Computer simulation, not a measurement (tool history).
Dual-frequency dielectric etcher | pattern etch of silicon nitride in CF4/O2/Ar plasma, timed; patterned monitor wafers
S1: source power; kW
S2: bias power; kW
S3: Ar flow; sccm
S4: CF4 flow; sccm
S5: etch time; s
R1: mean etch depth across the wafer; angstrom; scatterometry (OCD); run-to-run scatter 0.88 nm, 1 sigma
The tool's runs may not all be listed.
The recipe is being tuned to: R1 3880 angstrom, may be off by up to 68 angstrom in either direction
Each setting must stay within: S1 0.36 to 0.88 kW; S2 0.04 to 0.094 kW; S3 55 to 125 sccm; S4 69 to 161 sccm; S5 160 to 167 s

{"run": 1, "hour": 0.0, "S1": 0.62, "S2": 0.067, "S3": 90, "S4": 115, "S5": 160, "R1": 4496.8}
{"run": 2, "hour": 5.5, "S1": 0.59, "S2": 0.067, "S3": 90, "S4": 115, "S5": 160, "R1": 4320.7}
{"run": 3, "hour": 10.4, "S1": 0.57, "S2": 0.067, "S3": 90, "S4": 115, "S5": 160, "R1": 4213.1}
{"run": 4, "hour": 16.2, "S1": 0.55, "S2": 0.067, "S3": 90, "S4": 115, "S5": 160, "R1": 4091}
{"run": 5, "hour": 24.5, "S1": 0.64, "S2": 0.067, "S3": 90, "S4": 115, "S5": 160, "R1": 4600}
{"run": 6, "hour": 31.9, "S1": 0.64, "S2": 0.067, "S3": 90, "S4": 115, "S5": 167, "R1": 4818.1}
{"run": 7, "hour": 39.3, "S1": 0.59, "S2": 0.067, "S3": 90, "S4": 115, "S5": 167, "R1": 4521.8}
{"run": 8, "hour": 47.8, "S1": 0.55, "S2": 0.067, "S3": 90, "S4": 115, "S5": 167, "R1": 4277.8}
{"run": 9, "hour": 48.6, "S1": 0.53, "S2": 0.067, "S3": 90, "S4": 115, "S5": 167, "R1": 4158}
{"run": 10, "hour": 54.3, "S1": 0.53, "S2": 0.067, "S3": 90, "S4": 115, "S5": 167, "R1": 4156.9}
{"run": 11, "hour": 60.1, "S1": 0.51, "S2": 0.067, "S3": 90, "S4": 115, "S5": 167, "R1": 4025.4}
{"run": 12, "hour": 64.2, "S1": 0.5, "S2": 0.067, "S3": 90, "S4": 115, "S5": 167, "R1": 3980.5}

4 candidate next runs follow, results not yet known. Just one meets every target within its allowed miss. Identify it.
{"run": "A", "hour": 68.3, "S1": 0.55, "S2": 0.063, "S3": 86, "S4": 112, "S5": 165.5, "R1": "?"}
{"run": "B", "hour": 68.3, "S1": 0.52, "S2": 0.074, "S3": 99, "S4": 112, "S5": 160, "R1": "?"}
{"run": "C", "hour": 68.3, "S1": 0.6, "S2": 0.054, "S3": 89, "S4": 147, "S5": 164.5, "R1": "?"}
{"run": "D", "hour": 68.3, "S1": 0.49, "S2": 0.072, "S3": 111, "S4": 132, "S5": 160, "R1": "?"}

move=A R1=4118.2
move=B R1=4041.9
move=C R1=4209.1
move=D R1=3843.4
A: lands further from the targets than the last run did
B: lands further from the targets than the last run did
C: lands further from the targets than the last run did
D: every result within its allowed miss
Correct choice: D, which meets every target
